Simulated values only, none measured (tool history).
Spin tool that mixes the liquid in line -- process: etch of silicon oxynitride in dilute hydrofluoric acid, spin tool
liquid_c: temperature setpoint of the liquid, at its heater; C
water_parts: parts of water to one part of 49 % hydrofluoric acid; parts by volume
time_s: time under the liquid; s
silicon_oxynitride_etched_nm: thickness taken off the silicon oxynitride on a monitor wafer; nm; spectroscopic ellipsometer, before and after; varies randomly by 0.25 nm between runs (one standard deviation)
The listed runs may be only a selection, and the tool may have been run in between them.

run  hour  liquid_c  water_parts  time_s  silicon_oxynitride_etched_nm
  1     0        25          230     310                        2.5065
  2   5.3      26.5          180     315                        3.5007
  3   9.7        29          180     315                        3.8653
  4  13.5      26.5          180     315                        3.4622
  5  19.1        28          145     320                         5.013
  6  25.2      28.5          125     320                        5.9363

Run 7 is up next; what results do you expect?
  7  33.9        29          110     320                             ?

silicon_oxynitride_etched_nm: 7.2265 nm

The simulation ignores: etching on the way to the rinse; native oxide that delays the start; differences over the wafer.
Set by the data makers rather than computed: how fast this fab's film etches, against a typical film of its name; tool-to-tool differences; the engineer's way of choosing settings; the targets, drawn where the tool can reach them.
